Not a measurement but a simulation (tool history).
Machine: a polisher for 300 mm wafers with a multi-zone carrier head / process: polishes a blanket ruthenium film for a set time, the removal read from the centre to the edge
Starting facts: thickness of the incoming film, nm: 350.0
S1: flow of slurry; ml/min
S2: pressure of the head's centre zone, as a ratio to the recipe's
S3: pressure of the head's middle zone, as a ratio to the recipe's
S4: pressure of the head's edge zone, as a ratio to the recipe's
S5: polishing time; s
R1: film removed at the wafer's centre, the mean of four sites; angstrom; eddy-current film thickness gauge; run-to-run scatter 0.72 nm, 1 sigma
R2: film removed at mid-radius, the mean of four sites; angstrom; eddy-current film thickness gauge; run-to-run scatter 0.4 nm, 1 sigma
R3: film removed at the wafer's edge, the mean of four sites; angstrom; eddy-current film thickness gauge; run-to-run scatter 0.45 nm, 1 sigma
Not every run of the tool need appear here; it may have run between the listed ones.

run 1 day=0.000 | S1=160 S2=1.00 S3=1.00 S4=1.00 S5=51 | R1=439.21 R2=460.29 R3=451.89
run 2 day=0.188 | S1=165 S2=1.01 S3=1.00 S4=1.02 S5=52 | R1=446.13 R2=465.64 R3=466.53
run 3 day=0.429 | S1=165 S2=1.01 S3=1.00 S4=1.02 S5=40 | R1=353.28 R2=363.93 R3=368.22
run 4 day=0.612 | S1=170 S2=1.02 S3=1.00 S4=1.04 S5=42 | R1=373.87 R2=379.02 R3=389.54
-- day=0.692 slurry nozzle cleaned
run 5 day=0.692 | S1=175 S2=1.03 S3=1.01 S4=1.06 S5=44 | R1=417.12 R2=425.60 R3=426.84
run 6 day=0.875 | S1=180 S2=1.03 S3=1.00 S4=1.08 S5=45 | R1=428.68 R2=433.18 R3=446.49

The next listed run, before its measurement:
run 7 day=1.129 | S1=185 S2=1.03 S3=1.00 S4=1.09 S5=45 | R1=? R2=? R3=?

{"run 7": {"R1": 431.2, "R2": 427.95, "R3": 442.58}}

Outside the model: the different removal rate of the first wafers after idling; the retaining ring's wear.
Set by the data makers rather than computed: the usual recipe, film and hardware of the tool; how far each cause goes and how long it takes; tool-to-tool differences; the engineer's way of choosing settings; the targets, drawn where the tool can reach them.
